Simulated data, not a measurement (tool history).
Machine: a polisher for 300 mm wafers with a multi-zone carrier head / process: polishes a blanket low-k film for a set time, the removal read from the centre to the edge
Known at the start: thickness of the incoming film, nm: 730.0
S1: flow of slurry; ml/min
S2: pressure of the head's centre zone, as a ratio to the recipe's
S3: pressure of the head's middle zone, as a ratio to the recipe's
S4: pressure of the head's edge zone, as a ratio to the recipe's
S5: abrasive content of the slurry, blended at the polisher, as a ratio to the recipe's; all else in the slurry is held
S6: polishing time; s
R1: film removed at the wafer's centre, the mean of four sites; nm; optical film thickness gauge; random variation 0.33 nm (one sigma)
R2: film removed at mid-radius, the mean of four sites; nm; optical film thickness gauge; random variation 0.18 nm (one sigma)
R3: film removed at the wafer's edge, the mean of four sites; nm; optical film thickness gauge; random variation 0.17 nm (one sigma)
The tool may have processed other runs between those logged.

run	hour	S1	S2	S3	S4	S5	S6	R1	R2	R3
1	0.0	125	1.00	1.00	1.00	1.00	45	18.123	17.739	17.674
2	7.4	140	1.05	1.01	1.05	1.10	45	20.879	19.311	19.014
3	13.2	150	1.06	1.00	1.09	1.15	45	21.587	19.863	19.862
4	19.3	155	1.08	0.99	1.11	1.20	45	22.923	19.976	20.705
5	20.2	155	1.08	0.99	1.11	1.30	45	23.318	20.628	21.228
6	25.1	165	1.09	0.99	1.12	1.30	45	23.823	20.923	21.546

Estimate the outcome of run 7 from the log above:
7	29.0	170	1.11	1.00	1.13	1.30	45	?	?	?

Logged for run 7: R1 24.449 nm, R2 21.110 nm, R3 21.630 nm.

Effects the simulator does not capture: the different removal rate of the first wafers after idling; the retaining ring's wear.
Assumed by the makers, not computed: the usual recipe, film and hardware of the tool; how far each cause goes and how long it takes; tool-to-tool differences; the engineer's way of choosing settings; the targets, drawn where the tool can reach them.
